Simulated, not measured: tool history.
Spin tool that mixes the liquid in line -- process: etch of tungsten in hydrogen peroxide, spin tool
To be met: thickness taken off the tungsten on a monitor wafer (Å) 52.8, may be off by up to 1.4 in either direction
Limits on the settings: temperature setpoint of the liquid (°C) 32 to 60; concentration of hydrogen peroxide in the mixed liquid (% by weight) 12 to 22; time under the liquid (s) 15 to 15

run	hour	temperature setpoint of the liquid (°C)	concentration of hydrogen peroxide in the mixed liquid (% by weight)	time under the liquid (s)	thickness taken off the tungsten on a monitor wafer (Å)
1	0	44	15	15	102.21
2	6	42.5	15	15	93.251
3	9	42.5	13.5	15	88.935
4	17.5	42.5	13.5	15	88.361
# hour 21.4: thermometer replaced
5	21.4	49.5	13.5	15	154.91
6	28.9	44.5	13.5	15	114.67
7	36.8	43	13.5	15	103.98
8	42.6	41.5	13.5	15	93.616
9	43.7	40	13.5	15	85.106

Of the 5 settings listed for the next run, only one would bring every result within its allowed miss of target. Which one?
A	44.8	32	13.5	15	?
B	44.8	32.5	13	15	?
C	44.8	33.5	12.5	15	?
D	44.8	32.5	12	15	?
E	44.8	32.5	12.5	15	?

move	thickness taken off the tungsten on a monitor wafer (Å)
A	50.107
B	50.882
C	53.41
D	48.886
E	49.894
A: the result that was furthest off in the last run now lies on the other side of its target
B: the result that was furthest off in the last run now lies on the other side of its target
C: every result lands within tolerance
D: the result that was furthest off in the last run now lies on the other side of its target
E: the result that was furthest off in the last run now lies on the other side of its target
Move C is the one to make.

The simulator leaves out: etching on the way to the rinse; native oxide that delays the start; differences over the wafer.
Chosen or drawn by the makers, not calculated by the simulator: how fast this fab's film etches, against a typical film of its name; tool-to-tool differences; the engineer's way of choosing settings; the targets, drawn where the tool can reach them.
